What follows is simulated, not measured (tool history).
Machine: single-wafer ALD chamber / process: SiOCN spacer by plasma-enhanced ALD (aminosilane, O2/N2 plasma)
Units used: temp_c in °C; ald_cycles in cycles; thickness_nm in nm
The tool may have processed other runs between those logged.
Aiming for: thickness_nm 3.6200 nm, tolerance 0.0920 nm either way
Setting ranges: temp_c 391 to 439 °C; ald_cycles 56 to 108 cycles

run 1 hour=0.0 | temp_c=415 ald_cycles=82 | thickness_nm=4.6704
run 2 hour=6.7 | temp_c=423 ald_cycles=82 | thickness_nm=4.5141
run 3 hour=10.3 | temp_c=423 ald_cycles=75 | thickness_nm=4.1233
run 4 hour=14.4 | temp_c=418 ald_cycles=75 | thickness_nm=4.1953
run 5 hour=20.3 | temp_c=426 ald_cycles=75 | thickness_nm=4.0953
run 6 hour=22.4 | temp_c=427 ald_cycles=73 | thickness_nm=3.9795
run 7 hour=27.8 | temp_c=428 ald_cycles=71 | thickness_nm=3.8459
run 8 hour=35.1 | temp_c=429 ald_cycles=70 | thickness_nm=3.7223

Next run, 4 choices. One meets every target within its allowed miss, the rest don't. Which?
run A hour=42.4 | temp_c=430 ald_cycles=63 | thickness_nm=?
run B hour=42.4 | temp_c=430 ald_cycles=71 | thickness_nm=?
run C hour=42.4 | temp_c=427 ald_cycles=67 | thickness_nm=?
run D hour=42.4 | temp_c=429 ald_cycles=64 | thickness_nm=?

move=A thickness_nm=3.3900
move=B thickness_nm=3.8205
move=C thickness_nm=3.6461
move=D thickness_nm=3.4568
A: the result that was furthest off in the last run now lies on the other side of its target
B: further off than the last run
C: all results in spec
D: the result that was furthest off in the last run now lies on the other side of its target
Go with C: it meets all targets.

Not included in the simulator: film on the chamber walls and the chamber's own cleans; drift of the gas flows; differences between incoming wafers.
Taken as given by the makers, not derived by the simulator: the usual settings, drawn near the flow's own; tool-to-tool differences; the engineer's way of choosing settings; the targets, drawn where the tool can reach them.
